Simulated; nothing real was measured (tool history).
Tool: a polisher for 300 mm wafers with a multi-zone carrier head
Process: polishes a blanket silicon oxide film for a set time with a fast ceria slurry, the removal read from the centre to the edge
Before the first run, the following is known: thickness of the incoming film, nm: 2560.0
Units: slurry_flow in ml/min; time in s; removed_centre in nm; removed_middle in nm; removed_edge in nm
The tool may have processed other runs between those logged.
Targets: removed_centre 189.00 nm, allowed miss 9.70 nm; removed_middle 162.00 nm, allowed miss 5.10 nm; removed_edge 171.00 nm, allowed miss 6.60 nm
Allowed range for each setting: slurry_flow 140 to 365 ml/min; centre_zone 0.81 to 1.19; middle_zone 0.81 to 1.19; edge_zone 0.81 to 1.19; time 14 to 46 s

run    day  slurry_flow  centre_zone  middle_zone  edge_zone  time  removed_centre  removed_middle  removed_edge
  1  0.000          235         1.00         1.00       1.00    30          281.85          279.71        281.94
  2  0.179          235         1.00         1.04       1.00    30          290.31          291.32        292.98
  3  0.238          260         1.00         1.04       1.00    30          287.78          292.83        287.38
  4  0.308          260         1.00         1.04       1.00    36          336.31          353.44        347.95
  5  0.479          260         0.99         0.99       0.98    32          311.71          300.24        300.73
  6  0.550          260         0.99         0.99       0.95    32          304.60          298.87        299.47
  7  0.808          260         0.98         0.97       0.94    28          271.75          260.54        262.34
  8  1.154          260         0.97         0.95       0.93    25          229.19          229.19        226.91
  9  1.396          260         0.97         0.95       0.93    25          241.27          227.93        230.25
 10  1.683          260         0.97         0.95       0.93    25          240.86          233.23        231.52
 11  2.042          255         0.97         0.92       0.93    23          218.20          205.01        216.48
 12  2.317          260         0.97         0.90       0.91    22          199.47          194.09        200.33
 13  2.433          260         1.01         0.88       0.89    22          216.79          188.56        202.92
 14  2.546          265         1.01         0.87       0.87    21          209.80          179.19        189.63
 15  2.642          260         1.00         0.86       0.86    21          201.97          177.24        189.06
 16  2.788          260         1.00         0.86       0.85    21          201.42          179.83        189.00
 17  2.979          260         1.00         0.85       0.84    20          193.45          170.14        178.46

Exercise: of the 4 proposed moves below, exactly one satisfies all targets within the stated allowed misses. Which move is it?
  A  3.171          230         0.93         0.91       0.92    21               ?               ?             ?
  B  3.171          255         1.05         0.88       0.90    19               ?               ?             ?
  C  3.171          285         1.00         0.83       0.88    21               ?               ?             ?
  D  3.171          275         0.90         0.91       0.84    21               ?               ?             ?

move  removed_centre  removed_middle  removed_edge
   A          186.63          184.27        191.96
   B          193.20          164.31        173.47
   C          205.77          175.85        191.51
   D          184.42          187.86        186.87
A: misses by more than the last run did
B: each result inside its tolerance
C: misses by more than the last run did
D: misses by more than the last run did
Correct choice: B, which meets every target

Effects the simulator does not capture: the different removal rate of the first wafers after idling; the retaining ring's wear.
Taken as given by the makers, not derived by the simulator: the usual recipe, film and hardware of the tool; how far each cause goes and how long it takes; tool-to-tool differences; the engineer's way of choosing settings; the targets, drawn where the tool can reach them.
